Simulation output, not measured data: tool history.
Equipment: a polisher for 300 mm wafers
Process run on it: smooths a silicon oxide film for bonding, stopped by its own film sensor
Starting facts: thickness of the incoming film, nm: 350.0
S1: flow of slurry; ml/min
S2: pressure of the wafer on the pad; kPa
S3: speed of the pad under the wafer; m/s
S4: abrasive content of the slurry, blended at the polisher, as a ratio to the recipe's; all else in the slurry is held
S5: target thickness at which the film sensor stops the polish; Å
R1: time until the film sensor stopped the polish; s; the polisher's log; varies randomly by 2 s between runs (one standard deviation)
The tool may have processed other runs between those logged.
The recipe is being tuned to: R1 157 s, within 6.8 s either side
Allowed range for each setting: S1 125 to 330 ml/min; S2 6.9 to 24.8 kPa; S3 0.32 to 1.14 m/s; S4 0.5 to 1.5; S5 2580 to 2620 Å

Run 1, hour 0: S1 210 ml/min, S2 15.9 kPa, S3 0.72 m/s, S4 1, S5 2620 Å. Result: R1 121.54 s.
Run 2, hour 7.7: S1 210 ml/min, S2 15.9 kPa, S3 0.58 m/s, S4 1, S5 2620 Å. Result: R1 132.97 s.
Run 3, hour 11: S1 210 ml/min, S2 17.2 kPa, S3 0.58 m/s, S4 1, S5 2620 Å. Result: R1 122.57 s.
Run 4, hour 17.9: S1 210 ml/min, S2 16.5 kPa, S3 0.58 m/s, S4 1, S5 2620 Å. Result: R1 126.11 s.
Run 5, hour 21.2: S1 210 ml/min, S2 16.5 kPa, S3 0.58 m/s, S4 1.1, S5 2620 Å. Result: R1 119.33 s.
Run 6, hour 24.6: S1 210 ml/min, S2 16.5 kPa, S3 0.58 m/s, S4 1.25, S5 2620 Å. Result: R1 114.05 s.
Run 7, hour 30.4: S1 210 ml/min, S2 15.9 kPa, S3 0.58 m/s, S4 1.25, S5 2620 Å. Result: R1 121.55 s.
Run 8, hour 38.2: S1 210 ml/min, S2 15.9 kPa, S3 0.58 m/s, S4 1.25, S5 2620 Å. Result: R1 120.6 s.
Run 9, hour 39.4: S1 210 ml/min, S2 15.2 kPa, S3 0.58 m/s, S4 1.25, S5 2620 Å. Result: R1 123.29 s.
Run 10, hour 48: S1 210 ml/min, S2 14.5 kPa, S3 0.58 m/s, S4 1.25, S5 2620 Å. Result: R1 130.56 s.
Run 11, hour 51.8: S1 210 ml/min, S2 13.8 kPa, S3 0.58 m/s, S4 1.25, S5 2620 Å. Result: R1 136.15 s.
Run 12, hour 56: S1 210 ml/min, S2 13.1 kPa, S3 0.58 m/s, S4 1.25, S5 2620 Å. Result: R1 143.73 s.

Which of these 4 next moves meets every target?
Run A, hour 60.2: S1 240 ml/min, S2 9.7 kPa, S3 0.86 m/s, S4 1.35, S5 2580 Å. Result: R1 ?.
Run B, hour 60.2: S1 210 ml/min, S2 13.8 kPa, S3 0.82 m/s, S4 1.15, S5 2580 Å. Result: R1 ?.
Run C, hour 60.2: S1 175 ml/min, S2 11.7 kPa, S3 0.58 m/s, S4 1.3, S5 2580 Å. Result: R1 ?.
Run D, hour 60.2: S1 185 ml/min, S2 12.4 kPa, S3 0.44 m/s, S4 1.25, S5 2580 Å. Result: R1 ?.

move      R1
   A  163.44
   B  129.25
   C  171.78
   D  184.09
A: every result lands within tolerance
B: moves away from the targets compared with the last run
C: carries the result that was furthest off beyond its target, to the other side
D: carries the result that was furthest off beyond its target, to the other side
The right move is A.
